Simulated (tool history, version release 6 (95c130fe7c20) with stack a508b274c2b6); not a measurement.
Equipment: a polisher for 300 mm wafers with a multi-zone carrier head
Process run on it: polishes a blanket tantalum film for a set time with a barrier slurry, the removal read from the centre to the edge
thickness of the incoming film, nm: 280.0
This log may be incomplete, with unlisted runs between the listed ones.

| run | hour | flow of slurry (ml/min) | pressure of the head's centre zone | pressure of the head's middle zone | pressure of the head's edge zone | abrasive content of the slurry | polishing time (s) | film removed at the wafer's centre (Å) | film removed at mid-radius (Å) | film removed at the wafer's edge (Å) |
|---|---|---|---|---|---|---|---|---|---|---|
| 1 | 0 | 285 | 1 | 1 | 1 | 1 | 54 | 655.66 | 701.94 | 691.14 |
| 2 | 6.4 | 285 | 1 | 0.97 | 0.98 | 0.9 | 51 | 608.81 | 613.98 | 625.21 |
| 3 | 7.8 | 285 | 1 | 0.97 | 0.98 | 1.1 | 51 | 638.37 | 668.12 | 658.76 |
| 4 | 13.7 | 285 | 0.99 | 0.96 | 0.96 | 0.95 | 49 | 574.54 | 621.13 | 601.71 |
| 5 | 14.2 | 280 | 1 | 0.93 | 0.95 | 0.85 | 47 | 544.86 | 557.65 | 547.72 |
| 6 | 17.9 | 280 | 1 | 0.96 | 0.95 | 0.85 | 47 | 538.75 | 555.64 | 556.68 |
| 7 | 20.7 | 270 | 1 | 0.94 | 0.94 | 0.75 | 46 | 502.91 | 520.89 | 518.08 |
| 8 | 22.9 | 265 | 1 | 0.92 | 0.94 | 0.7 | 46 | 495.2 | 483.11 | 491.58 |
| 9 | 24.7 | 255 | 0.99 | 0.9 | 0.94 | 0.7 | 46 | 480.55 | 488.74 | 492.51 |
| 10 | 31.9 | 250 | 0.99 | 0.88 | 0.94 | 0.65 | 46 | 468.26 | 455.25 | 489.06 |
| 11 | 39.3 | 245 | 0.99 | 0.87 | 0.92 | 0.65 | 46 | 472.07 | 452.78 | 471.32 |
| 12 | 43.4 | 240 | 0.99 | 0.86 | 0.91 | 0.65 | 46 | 463.4 | 446.92 | 472.68 |
| 13 | 48.8 | 235 | 0.99 | 0.85 | 0.9 | 0.65 | 46 | 470.22 | 439.07 | 474.68 |
| 14 | 50.9 | 235 | 0.99 | 0.85 | 0.89 | 0.65 | 46 | 466.51 | 448.55 | 465.47 |
| 15 | 57.3 | 235 | 0.99 | 0.85 | 0.89 | 0.65 | 46 | 465.39 | 451.96 | 467.64 |
| 16 | 60.3 | 230 | 0.99 | 0.84 | 0.89 | 0.65 | 46 | 466.79 | 441.17 | 469.94 |
| 17 | 68.4 | 230 | 0.99 | 0.84 | 0.89 | 0.65 | 46 | 469.29 | 438.62 | 466.66 |
| 18 | 72.9 | 230 | 0.99 | 0.83 | 0.88 | 0.65 | 46 | 458.6 | 432.84 | 460.82 |
|  | 78.5 | worn pad replaced by a new one |
| 19 | 78.5 | 230 | 0.99 | 0.83 | 0.87 | 0.65 | 46 | 525.3 | 489.22 | 525.19 |

What does the tool deliver on the next run?
| 20 | 83.6 | 230 | 0.99 | 0.83 | 0.87 | 0.65 | 46 | ? | ? | ? |

film removed at the wafer's centre (Å): 533.3
film removed at mid-radius (Å): 492.88
film removed at the wafer's edge (Å): 528.64
